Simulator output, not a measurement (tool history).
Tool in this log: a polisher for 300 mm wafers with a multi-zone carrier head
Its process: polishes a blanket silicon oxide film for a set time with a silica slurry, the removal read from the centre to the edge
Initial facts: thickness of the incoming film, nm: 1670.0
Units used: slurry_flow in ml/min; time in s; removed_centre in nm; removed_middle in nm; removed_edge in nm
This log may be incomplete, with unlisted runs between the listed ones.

{"run": 1, "hour": 0.0, "slurry_flow": 160, "centre_zone": 1.0, "middle_zone": 1.0, "edge_zone": 1.0, "slurry_solids": 1.0, "time": 41, "removed_centre": 135.94, "removed_middle": 144.44, "removed_edge": 153.0}
{"run": 2, "hour": 5.4, "slurry_flow": 160, "centre_zone": 1.02, "middle_zone": 1.0, "edge_zone": 0.97, "slurry_solids": 0.9, "time": 40, "removed_centre": 124.2, "removed_middle": 132.42, "removed_edge": 137.96}
{"run": 3, "hour": 12.9, "slurry_flow": 170, "centre_zone": 1.05, "middle_zone": 0.99, "edge_zone": 0.94, "slurry_solids": 0.85, "time": 39, "removed_centre": 120.12, "removed_middle": 125.08, "removed_edge": 125.73}
{"run": 4, "hour": 13.5, "slurry_flow": 170, "centre_zone": 1.07, "middle_zone": 0.97, "edge_zone": 0.92, "slurry_solids": 0.8, "time": 39, "removed_centre": 119.04, "removed_middle": 115.9, "removed_edge": 121.12}
{"run": 5, "hour": 16.6, "slurry_flow": 170, "centre_zone": 1.09, "middle_zone": 0.97, "edge_zone": 0.9, "slurry_solids": 0.75, "time": 39, "removed_centre": 109.94, "removed_middle": 109.01, "removed_edge": 113.71}
{"run": 6, "hour": 18.9, "slurry_flow": 170, "centre_zone": 1.09, "middle_zone": 0.97, "edge_zone": 0.9, "slurry_solids": 0.9, "time": 39, "removed_centre": 130.72, "removed_middle": 127.68, "removed_edge": 131.53}
{"run": 7, "hour": 24.6, "slurry_flow": 180, "centre_zone": 1.11, "middle_zone": 0.97, "edge_zone": 0.89, "slurry_solids": 0.85, "time": 39, "removed_centre": 130.84, "removed_middle": 125.13, "removed_edge": 123.91}
{"run": 8, "hour": 27.1, "slurry_flow": 180, "centre_zone": 1.12, "middle_zone": 0.96, "edge_zone": 0.88, "slurry_solids": 0.8, "time": 39, "removed_centre": 125.17, "removed_middle": 115.41, "removed_edge": 119.76}
{"run": 9, "hour": 30.2, "slurry_flow": 180, "centre_zone": 1.13, "middle_zone": 0.96, "edge_zone": 0.87, "slurry_solids": 0.75, "time": 39, "removed_centre": 119.04, "removed_middle": 110.33, "removed_edge": 110.78}
{"run": 10, "hour": 38.4, "slurry_flow": 175, "centre_zone": 1.14, "middle_zone": 0.96, "edge_zone": 0.86, "slurry_solids": 0.75, "time": 39, "removed_centre": 120.8, "removed_middle": 108.44, "removed_edge": 110.74}

Run 11 comes next. What will it give?
{"run": 11, "hour": 47.2, "slurry_flow": 165, "centre_zone": 1.14, "middle_zone": 0.97, "edge_zone": 0.85, "slurry_solids": 0.75, "time": 39, "removed_centre": "?", "removed_middle": "?", "removed_edge": "?"}

{"run 11": {"removed_centre": 117.18, "removed_middle": 109.52, "removed_edge": 108.43}}
